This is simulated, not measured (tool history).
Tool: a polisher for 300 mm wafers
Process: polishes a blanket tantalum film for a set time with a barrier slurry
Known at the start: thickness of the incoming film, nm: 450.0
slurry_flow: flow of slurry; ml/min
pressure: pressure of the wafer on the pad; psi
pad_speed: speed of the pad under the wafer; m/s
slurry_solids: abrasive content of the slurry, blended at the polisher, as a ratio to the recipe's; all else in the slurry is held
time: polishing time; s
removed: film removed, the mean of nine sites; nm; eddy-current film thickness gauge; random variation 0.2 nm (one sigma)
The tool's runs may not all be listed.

Run 1, hour 0.0: slurry_flow 265 ml/min, pressure 2.0 psi, pad_speed 0.92 m/s, slurry_solids 1.00, time 27 s. Result: removed 36.936 nm.
Run 2, hour 4.4: slurry_flow 265 ml/min, pressure 2.0 psi, pad_speed 0.92 m/s, slurry_solids 0.85, time 27 s. Result: removed 34.417 nm.
Run 3, hour 10.1: slurry_flow 265 ml/min, pressure 2.0 psi, pad_speed 1.08 m/s, slurry_solids 0.85, time 27 s. Result: removed 39.948 nm.
Run 4, hour 12.1: slurry_flow 260 ml/min, pressure 1.8 psi, pad_speed 1.08 m/s, slurry_solids 0.85, time 27 s. Result: removed 36.151 nm.
Run 5, hour 13.4: slurry_flow 260 ml/min, pressure 1.8 psi, pad_speed 1.08 m/s, slurry_solids 1.05, time 27 s. Result: removed 38.608 nm.
Run 6, hour 14.7: slurry_flow 255 ml/min, pressure 1.7 psi, pad_speed 1.08 m/s, slurry_solids 1.05, time 27 s. Result: removed 36.431 nm.
Run 7, hour 18.5: slurry_flow 245 ml/min, pressure 1.6 psi, pad_speed 1.08 m/s, slurry_solids 1.05, time 27 s. Result: removed 34.647 nm.

The next listed run, before its measurement:
Run 8, hour 27.5: slurry_flow 240 ml/min, pressure 1.5 psi, pad_speed 1.08 m/s, slurry_solids 1.05, time 27 s. Result: removed ?.

Run 8 gave removed 32.547 nm.
